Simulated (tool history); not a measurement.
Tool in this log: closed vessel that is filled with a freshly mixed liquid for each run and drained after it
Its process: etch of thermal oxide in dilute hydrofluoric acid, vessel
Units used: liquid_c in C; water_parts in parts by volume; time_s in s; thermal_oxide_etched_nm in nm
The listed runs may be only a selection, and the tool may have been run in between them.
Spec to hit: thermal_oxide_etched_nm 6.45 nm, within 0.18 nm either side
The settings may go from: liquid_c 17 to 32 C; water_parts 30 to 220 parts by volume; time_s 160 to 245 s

run,hour,liquid_c,water_parts,time_s,thermal_oxide_etched_nm
1,0,24,125,245,8.4612
2,6.3,25.5,125,245,9.0939
3,14.7,25.5,110,245,10.565
4,19.8,24.5,110,245,9.9727
5,22.3,27,110,245,11.145
6,23.9,25.5,110,245,10.492
7,29.7,24.5,110,245,9.9696
8,35.1,20.5,125,245,7.3674
9,37.2,20,125,245,7.2869
10,39.7,19.5,125,245,7.109
11,45.9,19,125,245,6.9277
12,47.3,18,125,245,6.6833

Which of these 5 next moves meets every target?
A,48.7,18,120,245,?
B,48.7,18.5,110,200,?
C,48.7,17,115,245,?
D,48.7,19.5,125,240,?
E,48.7,18.5,140,245,?

move,thermal_oxide_etched_nm
A,7.0009
B,6.4318
C,7.0438
D,6.9643
E,6.0006
A: misses by more than the last run did
B: every result lands within tolerance
C: misses by more than the last run did
D: misses by more than the last run did
E: carries the result that was furthest off beyond its target, to the other side
B is the move that brings every result within its allowed miss.
